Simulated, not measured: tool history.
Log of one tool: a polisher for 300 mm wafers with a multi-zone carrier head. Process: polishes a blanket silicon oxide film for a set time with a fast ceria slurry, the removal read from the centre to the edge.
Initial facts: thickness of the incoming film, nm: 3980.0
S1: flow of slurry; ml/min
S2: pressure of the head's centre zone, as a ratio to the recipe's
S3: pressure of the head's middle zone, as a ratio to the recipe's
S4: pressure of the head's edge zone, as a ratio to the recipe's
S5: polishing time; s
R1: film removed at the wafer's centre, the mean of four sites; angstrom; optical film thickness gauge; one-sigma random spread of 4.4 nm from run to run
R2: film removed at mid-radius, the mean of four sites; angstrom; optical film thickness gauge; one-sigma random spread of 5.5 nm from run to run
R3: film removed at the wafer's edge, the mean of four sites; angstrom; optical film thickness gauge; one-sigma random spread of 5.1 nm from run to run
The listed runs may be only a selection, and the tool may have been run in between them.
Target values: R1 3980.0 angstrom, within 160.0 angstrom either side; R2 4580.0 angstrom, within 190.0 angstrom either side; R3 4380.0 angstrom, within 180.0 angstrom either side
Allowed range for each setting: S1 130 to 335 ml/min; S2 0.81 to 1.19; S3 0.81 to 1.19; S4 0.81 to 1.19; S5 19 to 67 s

run,day,S1,S2,S3,S4,S5,R1,R2,R3
1,0.000,215,1.00,1.00,1.00,43,7008.6,7178.0,7029.7
2,0.179,210,0.97,0.99,0.98,39,6230.5,6341.0,6393.7
3,0.508,205,0.95,1.01,0.96,36,5552.4,5820.7,5793.5
4,0.708,205,0.95,1.09,0.96,36,5585.3,6350.5,5901.7
5,0.833,205,1.03,1.09,0.96,36,6052.4,6403.1,5761.6
6,1.079,200,1.00,1.09,0.94,34,5407.7,6090.7,5398.5
7,1.217,190,0.98,1.06,0.92,33,5146.6,5629.4,5257.8
8,1.267,190,0.96,1.06,0.91,31,4753.4,5379.9,4846.8
9,1.533,185,0.94,1.04,0.90,31,4649.5,5259.4,4711.1
10,1.817,180,0.92,1.02,0.90,31,4536.7,5057.9,4767.9
11,2.025,175,0.90,1.01,0.89,31,4476.8,5039.2,4828.3
12,2.262,175,0.89,1.00,0.88,30,4216.7,4788.6,4513.1
13,2.633,170,0.88,1.00,0.88,30,4188.0,4961.3,4601.5
# day 2.708: worn pad replaced by a new one
14,2.708,170,0.88,0.99,0.87,30,4473.6,5266.2,4857.0
15,2.992,170,0.89,1.00,0.89,30,4632.7,5325.2,5051.5
16,3.242,180,0.88,0.99,0.89,30,4583.9,5315.3,5076.5
17,3.446,170,0.88,0.99,0.89,30,4636.5,5359.3,5067.0

5 next moves are on the table. One of them brings every result within its allowed miss. Which?
A,3.650,220,0.87,0.98,0.90,26,?,?,?
B,3.650,160,0.98,1.06,0.85,26,?,?,?
C,3.650,215,1.11,0.84,0.88,28,?,?,?
D,3.650,150,0.97,0.85,0.81,34,?,?,?
E,3.650,170,0.88,0.93,0.91,29,?,?,?

move,R1,R2,R3
A,4042.2,4620.8,4402.3
B,4422.0,4802.0,4198.8
C,5547.1,4364.2,4694.6
D,5678.1,5190.7,5368.0
E,4447.5,4824.3,4858.1
A: every result within its allowed miss
B: closes in on the targets versus the last run, not all within tolerance yet
C: moves away from the targets compared with the last run
D: moves away from the targets compared with the last run
E: closes in on the targets versus the last run, not all within tolerance yet
Move A is the one to make.
